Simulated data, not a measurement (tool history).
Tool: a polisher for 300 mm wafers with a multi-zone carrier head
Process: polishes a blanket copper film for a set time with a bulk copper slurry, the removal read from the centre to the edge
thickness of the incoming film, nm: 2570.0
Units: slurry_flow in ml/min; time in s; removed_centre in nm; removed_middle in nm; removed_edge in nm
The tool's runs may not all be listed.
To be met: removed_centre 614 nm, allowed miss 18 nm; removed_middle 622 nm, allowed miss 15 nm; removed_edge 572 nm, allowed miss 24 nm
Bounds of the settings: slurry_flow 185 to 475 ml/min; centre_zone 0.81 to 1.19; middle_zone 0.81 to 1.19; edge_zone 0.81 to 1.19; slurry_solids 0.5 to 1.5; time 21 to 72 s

run  hour  slurry_flow  centre_zone  middle_zone  edge_zone  slurry_solids  time  removed_centre  removed_middle  removed_edge
  1     0          305            1            1          1              1    46          463.65          455.14        459.33
  2   5.9          315         1.03         1.04       1.03           1.15    46          508.46           485.8        477.68
  3    11          315         1.08         1.04       1.03           1.15    46          528.67          491.65        480.89
  4  13.2          320         1.07         1.07       1.06           1.25    47          552.57           526.9        509.61
  5  17.2          330         1.08          1.1       1.09            1.3    47          558.06          538.08        513.26
  6    18          330         1.08          1.1       1.17            1.3    47          562.41          543.38        528.49
     24.2  -- edge zone pressure recalibrated
  7  24.2          335         1.08         1.12       1.17           1.35    47          575.44          557.44        578.97
  8  26.1          335         1.08         1.14       1.13           1.35    48          580.01          576.86        571.21

Which of these 5 next moves meets every target?
  A    28          325         1.14         0.99       1.12            1.4    49               ?               ?             ?
  B    28          325         1.01         1.06       1.19            1.5    45               ?               ?             ?
  C    28          310         1.11         1.19       1.02            1.3    51               ?               ?             ?
  D    28          345         0.98         0.99       1.18            1.5    47               ?               ?             ?
  E    28          330         1.03         1.19       1.03              1    52               ?               ?             ?

move  removed_centre  removed_middle  removed_edge
   A          625.82          533.42        584.71
   B          518.07          525.17        563.53
   C           619.8          623.98        566.54
   D          527.82          524.01        588.92
   E          551.23          598.24         544.8
A: further off than the last run
B: further off than the last run
C: meets every target
D: further off than the last run
E: further off than the last run
Move C is the one to make.
